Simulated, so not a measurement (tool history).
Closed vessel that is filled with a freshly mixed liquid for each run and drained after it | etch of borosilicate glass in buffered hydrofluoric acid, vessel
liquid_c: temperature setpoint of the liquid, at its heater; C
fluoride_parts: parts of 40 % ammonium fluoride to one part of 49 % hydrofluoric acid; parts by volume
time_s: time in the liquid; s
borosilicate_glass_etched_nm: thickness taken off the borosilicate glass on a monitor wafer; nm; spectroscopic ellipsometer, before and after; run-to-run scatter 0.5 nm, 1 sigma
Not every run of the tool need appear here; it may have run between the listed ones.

| run | hour | liquid_c | fluoride_parts | time_s | borosilicate_glass_etched_nm |
|---|---|---|---|---|---|
| 1 | 0 | 20 | 10 | 35 | 35.513 |
| 2 | 6.6 | 20 | 12.5 | 35 | 28.251 |
| 3 | 9.9 | 21 | 12 | 35 | 30.618 |
| 4 | 12 | 21.5 | 11.5 | 35 | 33.136 |
| 5 | 20 | 22 | 11 | 35 | 35.804 |
| 6 | 26.7 | 20 | 11 | 35 | 31.553 |
| 7 | 27.5 | 24 | 9 | 35 | 46.203 |

Run 8 has not been measured yet. What should we expect?
| 8 | 36.4 | 24 | 9 | 35 | ? |

Run 8 produced borosilicate_glass_etched_nm 46.383 nm.
